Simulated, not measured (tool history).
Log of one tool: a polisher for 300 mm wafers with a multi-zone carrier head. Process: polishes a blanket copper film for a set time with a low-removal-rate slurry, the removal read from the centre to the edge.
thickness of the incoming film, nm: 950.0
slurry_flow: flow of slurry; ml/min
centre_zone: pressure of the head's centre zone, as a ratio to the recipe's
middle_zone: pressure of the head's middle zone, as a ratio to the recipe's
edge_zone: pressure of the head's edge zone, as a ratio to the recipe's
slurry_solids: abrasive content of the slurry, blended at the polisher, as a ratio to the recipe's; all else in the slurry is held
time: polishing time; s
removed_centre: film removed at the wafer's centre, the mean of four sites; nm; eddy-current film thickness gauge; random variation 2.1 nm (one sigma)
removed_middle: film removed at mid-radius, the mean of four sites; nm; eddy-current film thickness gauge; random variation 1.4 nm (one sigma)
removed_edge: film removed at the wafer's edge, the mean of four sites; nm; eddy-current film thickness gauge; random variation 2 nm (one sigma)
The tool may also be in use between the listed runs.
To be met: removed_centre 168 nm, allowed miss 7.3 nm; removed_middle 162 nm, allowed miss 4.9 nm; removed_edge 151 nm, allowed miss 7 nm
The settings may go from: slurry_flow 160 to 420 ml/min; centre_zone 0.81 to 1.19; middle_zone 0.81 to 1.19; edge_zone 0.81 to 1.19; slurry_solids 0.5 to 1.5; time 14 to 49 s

run	day	slurry_flow	centre_zone	middle_zone	edge_zone	slurry_solids	time	removed_centre	removed_middle	removed_edge
1	0	270	1	1	1	1	31	142.72	127.78	122.34
2	0.112	275	1.01	1.03	1.04	1.15	31	148.18	135.11	130.23
3	0.292	285	1.03	1.07	1.07	1.25	31	155.21	142.8	133.53
4	0.421	290	1.03	1.09	1.1	1.35	31	157.28	148.76	136.36
5	0.504	290	1.03	1.09	1.1	1.35	37	187.51	174.49	161.09
6	0.554	290	1.03	1.09	1.1	1.45	37	190.86	177.53	165.69
# day 0.729: centre zone pressure recalibrated
7	0.729	285	1.01	1.08	1.09	1.35	37	165.43	176.19	162.79
8	0.896	285	1.01	1.07	1.08	1.3	37	163.74	173.01	162.98
9	0.988	280	1.02	1.07	1.06	1.25	37	163.2	171.17	156.5
10	1.071	280	1.03	1.06	1.05	1.25	37	166.27	167.27	161.17
11	1.279	290	1.03	1.07	1.06	1.2	37	163.53	171.82	155.91
12	1.462	285	1.04	1.06	1.06	1.2	37	162.95	168.07	158.5

Which of these 4 next moves meets every target?
A	1.646	290	1.1	1.17	1.05	1.5	34	?	?	?
B	1.646	290	0.98	1.06	1.13	0.7	41	?	?	?
C	1.646	350	1.08	1.09	1.09	1.5	33	?	?	?
D	1.646	260	0.98	0.99	1.06	1.3	40	?	?	?

move	removed_centre	removed_middle	removed_edge
A	170.38	174.66	148.32
B	156.43	165.74	157.05
C	165.57	162.48	147.92
D	170.42	170.73	168.53
A: further off than the last run
B: brings the result that was furthest off to its target, and leaves another outside
C: meets every target
D: further off than the last run
Move C is the one to make.
